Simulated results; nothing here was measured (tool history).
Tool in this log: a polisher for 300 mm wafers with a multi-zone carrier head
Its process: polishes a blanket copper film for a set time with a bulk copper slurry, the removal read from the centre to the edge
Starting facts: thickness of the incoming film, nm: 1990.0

| run | hour | flow of slurry (ml/min) | pressure of the head's centre zone | pressure of the head's middle zone | pressure of the head's edge zone | abrasive content of the slurry | polishing time (s) | film removed at the wafer's centre (angstrom) | film removed at mid-radius (angstrom) | film removed at the wafer's edge (angstrom) |
|---|---|---|---|---|---|---|---|---|---|---|
| 1 | 0.0 | 125 | 1.00 | 1.00 | 1.00 | 1.00 | 67 | 4232.2 | 4154.6 | 4085.3 |
| 2 | 7.9 | 125 | 1.00 | 1.00 | 1.00 | 1.00 | 57 | 3651.4 | 3568.2 | 3551.9 |
| 3 | 9.1 | 125 | 1.00 | 1.00 | 1.00 | 0.85 | 57 | 3669.7 | 3438.9 | 3378.5 |
| 4 | 17.7 | 135 | 1.02 | 1.02 | 1.01 | 0.95 | 59 | 3956.0 | 3852.6 | 3631.7 |
| 5 | 20.9 | 135 | 0.98 | 1.02 | 1.01 | 0.95 | 59 | 3833.9 | 3731.5 | 3617.5 |
| 6 | 24.3 | 135 | 0.98 | 1.02 | 1.08 | 0.95 | 59 | 3824.2 | 3770.6 | 3822.3 |
| 7 | 31.0 | 140 | 1.00 | 1.03 | 1.09 | 1.00 | 61 | 4115.7 | 4004.9 | 3956.7 |

What does the tool deliver on the next run?
| 8 | 33.3 | 140 | 1.01 | 1.04 | 1.10 | 1.05 | 63 | ? | ? | ? |

film removed at the wafer's centre (angstrom): 4311.0
film removed at mid-radius (angstrom): 4279.4
film removed at the wafer's edge (angstrom): 4057.3
